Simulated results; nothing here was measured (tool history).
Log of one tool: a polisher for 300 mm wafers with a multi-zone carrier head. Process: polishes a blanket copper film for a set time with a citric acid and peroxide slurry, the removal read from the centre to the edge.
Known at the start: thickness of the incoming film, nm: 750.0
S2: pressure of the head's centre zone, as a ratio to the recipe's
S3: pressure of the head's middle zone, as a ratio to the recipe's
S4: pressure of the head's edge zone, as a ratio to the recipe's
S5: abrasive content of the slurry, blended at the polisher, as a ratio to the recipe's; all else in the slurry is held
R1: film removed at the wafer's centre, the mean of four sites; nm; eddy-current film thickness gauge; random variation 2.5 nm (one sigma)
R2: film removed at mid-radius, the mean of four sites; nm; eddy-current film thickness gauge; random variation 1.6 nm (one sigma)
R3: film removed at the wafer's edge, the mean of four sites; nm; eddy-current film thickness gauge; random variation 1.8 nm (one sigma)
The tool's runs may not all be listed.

run 1 hour=0 | flow_of_slurry_(ml/min)=280 S2=1 S3=1 S4=1 S5=1 polishing_time_(s)=51 | R1=159.88 R2=160.72 R3=156.79
run 2 hour=4.3 | flow_of_slurry_(ml/min)=285 S2=1.01 S3=1.02 S4=1.02 S5=1.05 polishing_time_(s)=51 | R1=166.93 R2=165.55 R3=157.69
run 3 hour=6.5 | flow_of_slurry_(ml/min)=285 S2=1.01 S3=1.02 S4=1.05 S5=1.05 polishing_time_(s)=51 | R1=165.54 R2=168.36 R3=161.54
run 4 hour=7.3 | flow_of_slurry_(ml/min)=285 S2=1.01 S3=1.03 S4=1.06 S5=1.1 polishing_time_(s)=51 | R1=164.87 R2=169.02 R3=164.07
run 5 hour=15.7 | flow_of_slurry_(ml/min)=285 S2=1.01 S3=1.03 S4=1.13 S5=1.1 polishing_time_(s)=51 | R1=170.5 R2=172.43 R3=171.34
run 6 hour=22.5 | flow_of_slurry_(ml/min)=285 S2=1.01 S3=1.03 S4=1.13 S5=1.25 polishing_time_(s)=51 | R1=171.61 R2=177.66 R3=173.79

Forecast run 7:
run 7 hour=25.6 | flow_of_slurry_(ml/min)=290 S2=1.01 S3=1.04 S4=1.14 S5=1.3 polishing_time_(s)=51 | R1=? R2=? R3=?

{"run 7": {"R1": 174.13, "R2": 183, "R3": 176.65}}
